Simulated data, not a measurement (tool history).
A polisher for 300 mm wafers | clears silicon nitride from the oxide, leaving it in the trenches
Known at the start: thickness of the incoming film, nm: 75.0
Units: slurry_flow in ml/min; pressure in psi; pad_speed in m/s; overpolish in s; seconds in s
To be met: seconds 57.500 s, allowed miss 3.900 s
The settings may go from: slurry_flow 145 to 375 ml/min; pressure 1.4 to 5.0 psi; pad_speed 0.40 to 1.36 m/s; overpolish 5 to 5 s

run 1 day=0.000 | slurry_flow=240 pressure=3.2 pad_speed=0.88 overpolish=5 | seconds=80.817
run 2 day=0.062 | slurry_flow=240 pressure=3.4 pad_speed=0.88 overpolish=5 | seconds=81.916
run 3 day=0.233 | slurry_flow=240 pressure=3.6 pad_speed=0.90 overpolish=5 | seconds=75.132
run 4 day=0.371 | slurry_flow=240 pressure=3.9 pad_speed=0.90 overpolish=5 | seconds=70.393
run 5 day=0.521 | slurry_flow=240 pressure=4.0 pad_speed=0.90 overpolish=5 | seconds=71.173
run 6 day=0.596 | slurry_flow=240 pressure=4.1 pad_speed=0.92 overpolish=5 | seconds=65.109
run 7 day=0.796 | slurry_flow=240 pressure=4.2 pad_speed=0.92 overpolish=5 | seconds=67.327
run 8 day=1.104 | slurry_flow=240 pressure=4.3 pad_speed=0.94 overpolish=5 | seconds=63.832
run 9 day=1.321 | slurry_flow=240 pressure=4.4 pad_speed=0.94 overpolish=5 | seconds=64.120
run 10 day=1.375 | slurry_flow=240 pressure=4.5 pad_speed=0.94 overpolish=5 | seconds=61.036

Which of these 5 next moves meets every target?
run A day=1.429 | slurry_flow=375 pressure=4.2 pad_speed=0.86 overpolish=5 | seconds=?
run B day=1.429 | slurry_flow=205 pressure=3.9 pad_speed=0.98 overpolish=5 | seconds=?
run C day=1.429 | slurry_flow=220 pressure=3.8 pad_speed=0.96 overpolish=5 | seconds=?
run D day=1.429 | slurry_flow=220 pressure=4.4 pad_speed=0.90 overpolish=5 | seconds=?
run E day=1.429 | slurry_flow=220 pressure=4.9 pad_speed=0.98 overpolish=5 | seconds=?

move=A seconds=68.711
move=B seconds=67.734
move=C seconds=69.576
move=D seconds=67.275
move=E seconds=57.529
A: further off than the last run
B: further off than the last run
C: further off than the last run
D: further off than the last run
E: meets every target
Move E is the one to make.

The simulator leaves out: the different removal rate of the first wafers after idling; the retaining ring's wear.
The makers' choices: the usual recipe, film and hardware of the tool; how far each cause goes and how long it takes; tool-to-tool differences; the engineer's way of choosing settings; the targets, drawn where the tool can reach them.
